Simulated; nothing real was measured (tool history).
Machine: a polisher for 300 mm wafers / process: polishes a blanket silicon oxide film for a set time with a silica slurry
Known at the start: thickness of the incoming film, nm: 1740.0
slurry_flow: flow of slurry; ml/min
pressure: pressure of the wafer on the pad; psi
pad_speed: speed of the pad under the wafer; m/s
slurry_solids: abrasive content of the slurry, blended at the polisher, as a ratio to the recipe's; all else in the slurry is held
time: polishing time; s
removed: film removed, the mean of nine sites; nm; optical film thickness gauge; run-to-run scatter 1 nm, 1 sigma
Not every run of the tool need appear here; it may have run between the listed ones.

| run | day | slurry_flow | pressure | pad_speed | slurry_solids | time | removed |
|---|---|---|---|---|---|---|---|
| 1 | 0.000 | 210 | 4.5 | 1.04 | 1.0 | 31 | 102.900 |
| 2 | 0.108 | 210 | 4.5 | 0.82 | 1.0 | 31 | 84.702 |
| 3 | 0.208 | 215 | 5.0 | 0.82 | 1.0 | 31 | 93.231 |
| 4 | 0.462 | 190 | 5.0 | 0.82 | 1.0 | 31 | 92.110 |
| 5 | 0.800 | 195 | 5.4 | 0.84 | 1.0 | 31 | 101.950 |
| 6 | 0.854 | 195 | 4.4 | 0.84 | 1.0 | 31 | 84.537 |
| 7 | 1.208 | 195 | 4.9 | 0.86 | 1.0 | 31 | 94.308 |
| 8 | 1.554 | 195 | 5.3 | 0.88 | 1.0 | 31 | 103.500 |
| 9 | 1.604 | 195 | 5.6 | 0.88 | 1.0 | 31 | 109.500 |
| 10 | 1.812 | 195 | 5.9 | 0.88 | 1.0 | 31 | 117.210 |

What does the tool deliver on the next run?
| 11 | 2.042 | 200 | 6.1 | 0.88 | 1.0 | 31 | ? |

{"run 11": {"removed": 120.05}}
